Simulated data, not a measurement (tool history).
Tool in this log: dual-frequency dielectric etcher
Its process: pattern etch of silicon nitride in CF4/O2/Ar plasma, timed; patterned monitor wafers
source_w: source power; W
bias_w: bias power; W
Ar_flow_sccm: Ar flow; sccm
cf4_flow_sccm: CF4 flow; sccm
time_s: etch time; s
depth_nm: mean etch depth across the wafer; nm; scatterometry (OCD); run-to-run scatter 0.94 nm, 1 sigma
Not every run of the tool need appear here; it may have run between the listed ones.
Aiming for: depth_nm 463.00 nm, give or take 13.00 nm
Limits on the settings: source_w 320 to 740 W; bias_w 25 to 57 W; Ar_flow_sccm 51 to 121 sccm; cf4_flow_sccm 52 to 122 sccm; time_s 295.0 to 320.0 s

Run 1, hour 0.0: source_w 530 W, bias_w 41 W, Ar_flow_sccm 86 sccm, cf4_flow_sccm 87 sccm, time_s 320.0 s. Result: depth_nm 564.50 nm.
Run 2, hour 4.6: source_w 530 W, bias_w 41 W, Ar_flow_sccm 101 sccm, cf4_flow_sccm 87 sccm, time_s 320.0 s. Result: depth_nm 552.08 nm.
Run 3, hour 7.1: source_w 530 W, bias_w 41 W, Ar_flow_sccm 101 sccm, cf4_flow_sccm 87 sccm, time_s 295.0 s. Result: depth_nm 506.75 nm.
Run 4, hour 12.2: source_w 530 W, bias_w 45 W, Ar_flow_sccm 101 sccm, cf4_flow_sccm 87 sccm, time_s 295.0 s. Result: depth_nm 535.65 nm.
Run 5, hour 16.5: source_w 530 W, bias_w 45 W, Ar_flow_sccm 101 sccm, cf4_flow_sccm 95 sccm, time_s 295.0 s. Result: depth_nm 539.20 nm.
Run 6, hour 22.7: source_w 530 W, bias_w 45 W, Ar_flow_sccm 101 sccm, cf4_flow_sccm 88 sccm, time_s 295.0 s. Result: depth_nm 537.19 nm.
Run 7, hour 29.0: source_w 510 W, bias_w 45 W, Ar_flow_sccm 101 sccm, cf4_flow_sccm 88 sccm, time_s 295.0 s. Result: depth_nm 520.38 nm.
Run 8, hour 36.1: source_w 490 W, bias_w 45 W, Ar_flow_sccm 101 sccm, cf4_flow_sccm 88 sccm, time_s 295.0 s. Result: depth_nm 505.08 nm.
Run 9, hour 41.0: source_w 480 W, bias_w 45 W, Ar_flow_sccm 101 sccm, cf4_flow_sccm 88 sccm, time_s 295.0 s. Result: depth_nm 497.48 nm.
Run 10, hour 46.2: source_w 480 W, bias_w 45 W, Ar_flow_sccm 101 sccm, cf4_flow_sccm 88 sccm, time_s 295.0 s. Result: depth_nm 497.65 nm.
Run 11, hour 52.4: source_w 470 W, bias_w 45 W, Ar_flow_sccm 101 sccm, cf4_flow_sccm 88 sccm, time_s 295.0 s. Result: depth_nm 488.24 nm.
Run 12, hour 55.7: source_w 460 W, bias_w 45 W, Ar_flow_sccm 101 sccm, cf4_flow_sccm 88 sccm, time_s 295.0 s. Result: depth_nm 479.01 nm.

Which one of the following 4 next-run settings gets every result inside its allowed miss? There is exactly one.
Run A, hour 59.0: source_w 390 W, bias_w 53 W, Ar_flow_sccm 113 sccm, cf4_flow_sccm 110 sccm, time_s 315.0 s. Result: depth_nm ?.
Run B, hour 59.0: source_w 440 W, bias_w 43 W, Ar_flow_sccm 91 sccm, cf4_flow_sccm 86 sccm, time_s 320.0 s. Result: depth_nm ?.
Run C, hour 59.0: source_w 460 W, bias_w 43 W, Ar_flow_sccm 112 sccm, cf4_flow_sccm 79 sccm, time_s 312.5 s. Result: depth_nm ?.
Run D, hour 59.0: source_w 470 W, bias_w 41 W, Ar_flow_sccm 103 sccm, cf4_flow_sccm 88 sccm, time_s 295.0 s. Result: depth_nm ?.

move  depth_nm
   A    501.00
   B    496.01
   C    480.56
   D    461.06
A: misses by more than the last run did
B: misses by more than the last run did
C: misses by more than the last run did
D: in spec on every target
So the answer is move D, the one that meets all the targets.

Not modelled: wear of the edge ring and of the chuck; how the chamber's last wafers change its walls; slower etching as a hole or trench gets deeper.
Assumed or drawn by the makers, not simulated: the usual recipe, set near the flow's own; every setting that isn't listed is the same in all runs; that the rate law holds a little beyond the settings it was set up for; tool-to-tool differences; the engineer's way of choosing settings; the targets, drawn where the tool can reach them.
